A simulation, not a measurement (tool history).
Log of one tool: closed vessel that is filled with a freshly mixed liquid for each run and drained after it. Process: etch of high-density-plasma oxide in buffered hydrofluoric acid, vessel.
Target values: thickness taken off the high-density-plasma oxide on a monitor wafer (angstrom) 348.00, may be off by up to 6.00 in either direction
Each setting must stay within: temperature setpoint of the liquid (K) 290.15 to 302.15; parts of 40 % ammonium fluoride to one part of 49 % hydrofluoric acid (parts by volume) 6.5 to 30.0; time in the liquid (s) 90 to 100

| run | hour | temperature setpoint of the liquid (K) | parts of 40 % ammonium fluoride to one part of 49 % hydrofluoric acid (parts by volume) | time in the liquid (s) | thickness taken off the high-density-plasma oxide on a monitor wafer (angstrom) |
|---|---|---|---|---|---|
| 1 | 0.0 | 294.15 | 19.5 | 90 | 436.24 |
| 2 | 3.4 | 294.15 | 15.5 | 90 | 549.83 |
| 3 | 12.2 | 294.15 | 15.5 | 90 | 540.52 |
| 4 | 21.5 | 293.65 | 16.0 | 90 | 513.02 |
| 5 | 28.5 | 291.15 | 16.0 | 90 | 451.72 |
| 6 | 31.3 | 291.15 | 16.5 | 90 | 436.15 |
| 7 | 38.5 | 291.15 | 17.0 | 90 | 423.90 |
| 8 | 46.6 | 291.15 | 17.5 | 90 | 408.18 |
| 9 | 47.5 | 291.15 | 18.0 | 90 | 400.21 |
| 10 | 51.5 | 290.65 | 19.0 | 90 | 365.44 |
| 11 | 59.7 | 290.65 | 19.0 | 90 | 371.59 |
| 12 | 63.7 | 290.15 | 20.0 | 90 | 337.82 |

Of the 5 settings listed for the next run, only one would bring every result within its allowed miss of target. Which one?
| A | 67.7 | 290.15 | 23.5 | 100 | ? |
| B | 67.7 | 292.15 | 23.0 | 90 | ? |
| C | 67.7 | 290.15 | 21.5 | 90 | ? |
| D | 67.7 | 291.15 | 20.0 | 90 | ? |
| E | 67.7 | 290.65 | 21.0 | 90 | ? |

| move | thickness taken off the high-density-plasma oxide on a monitor wafer (angstrom) |
|---|---|
| A | 336.00 |
| B | 343.97 |
| C | 321.59 |
| D | 357.93 |
| E | 336.35 |
A: further off than the last run
B: every result lands within tolerance
C: further off than the last run
D: takes the biggest miss from the last run beyond its target
E: further off than the last run
The right move is B.

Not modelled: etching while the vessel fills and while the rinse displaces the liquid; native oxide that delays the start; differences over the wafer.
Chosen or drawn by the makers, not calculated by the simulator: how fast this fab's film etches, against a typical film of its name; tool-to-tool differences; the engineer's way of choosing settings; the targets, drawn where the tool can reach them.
